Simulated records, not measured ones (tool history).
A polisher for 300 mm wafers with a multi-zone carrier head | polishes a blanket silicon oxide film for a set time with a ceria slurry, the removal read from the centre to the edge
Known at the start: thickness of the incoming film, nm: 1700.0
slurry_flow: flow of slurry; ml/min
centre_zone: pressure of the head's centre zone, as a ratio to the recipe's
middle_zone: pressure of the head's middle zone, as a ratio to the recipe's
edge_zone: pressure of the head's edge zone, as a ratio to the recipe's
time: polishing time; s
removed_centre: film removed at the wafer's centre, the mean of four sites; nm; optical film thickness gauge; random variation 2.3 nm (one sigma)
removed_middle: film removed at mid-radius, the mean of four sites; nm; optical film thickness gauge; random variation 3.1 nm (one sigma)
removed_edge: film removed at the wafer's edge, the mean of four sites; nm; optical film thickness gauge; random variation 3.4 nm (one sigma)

Run 1, hour 0: slurry_flow 250 ml/min, centre_zone 1, middle_zone 1, edge_zone 1, time 36 s. Result: removed_centre 228.91 nm, removed_middle 238.08 nm, removed_edge 221.15 nm.
Run 2, hour 6.7: slurry_flow 190 ml/min, centre_zone 1, middle_zone 1, edge_zone 1, time 36 s. Result: removed_centre 221.21 nm, removed_middle 230.34 nm, removed_edge 219.67 nm.
Run 3, hour 15.1: slurry_flow 190 ml/min, centre_zone 1, middle_zone 1.08, edge_zone 1, time 36 s. Result: removed_centre 221.57 nm, removed_middle 246.82 nm, removed_edge 221.59 nm.
Run 4, hour 19: slurry_flow 190 ml/min, centre_zone 1, middle_zone 1.05, edge_zone 1, time 36 s. Result: removed_centre 223.6 nm, removed_middle 238.49 nm, removed_edge 218.21 nm.
Run 5, hour 21.4: slurry_flow 190 ml/min, centre_zone 1, middle_zone 1.05, edge_zone 0.92, time 36 s. Result: removed_centre 222.17 nm, removed_middle 241.24 nm, removed_edge 210.37 nm.
Run 6, hour 23.3: slurry_flow 190 ml/min, centre_zone 1, middle_zone 1.05, edge_zone 0.92, time 30 s. Result: removed_centre 185.5 nm, removed_middle 200.98 nm, removed_edge 173.98 nm.
Run 7, hour 24.2: slurry_flow 175 ml/min, centre_zone 1.03, middle_zone 1.06, edge_zone 1, time 36 s. Result: removed_centre 225.76 nm, removed_middle 241.63 nm, removed_edge 215.1 nm.
Run 8, hour 30.7: slurry_flow 200 ml/min, centre_zone 1.04, middle_zone 1.04, edge_zone 1.06, time 41 s. Result: removed_centre 262.63 nm, removed_middle 272.8 nm, removed_edge 259.38 nm.
Run 9, hour 36.8: slurry_flow 200 ml/min, centre_zone 1.04, middle_zone 1.04, edge_zone 1.06, time 41 s. Result: removed_centre 263.98 nm, removed_middle 270.88 nm, removed_edge 254.35 nm.
Run 10, hour 38.3: slurry_flow 205 ml/min, centre_zone 1.04, middle_zone 1.03, edge_zone 1.1, time 45 s. Result: removed_centre 291.21 nm, removed_middle 293.97 nm, removed_edge 284.44 nm.
Run 11, hour 43.7: slurry_flow 210 ml/min, centre_zone 1.04, middle_zone 1.02, edge_zone 1.13, time 48 s. Result: removed_centre 312.68 nm, removed_middle 320.65 nm, removed_edge 312.25 nm.
Run 12, hour 46.3: slurry_flow 225 ml/min, centre_zone 1.04, middle_zone 1, edge_zone 1.15, time 49 s. Result: removed_centre 323.36 nm, removed_middle 319.64 nm, removed_edge 327.42 nm.
Run 13, hour 51: slurry_flow 250 ml/min, centre_zone 1.04, middle_zone 1.01, edge_zone 1.16, time 50 s. Result: removed_centre 329.08 nm, removed_middle 330.94 nm, removed_edge 327.8 nm.
Run 14, hour 59.6: slurry_flow 240 ml/min, centre_zone 1.04, middle_zone 1.01, edge_zone 1.17, time 51 s. Result: removed_centre 332.5 nm, removed_middle 337.03 nm, removed_edge 340.94 nm.

Run 15 comes next. What will it give?
Run 15, hour 66.4: slurry_flow 240 ml/min, centre_zone 1.05, middle_zone 1.01, edge_zone 1.18, time 52 s. Result: removed_centre ?, removed_middle ?, removed_edge ?.

Run 15 gave removed_centre 343.88 nm, removed_middle 345.49 nm, removed_edge 350.94 nm.
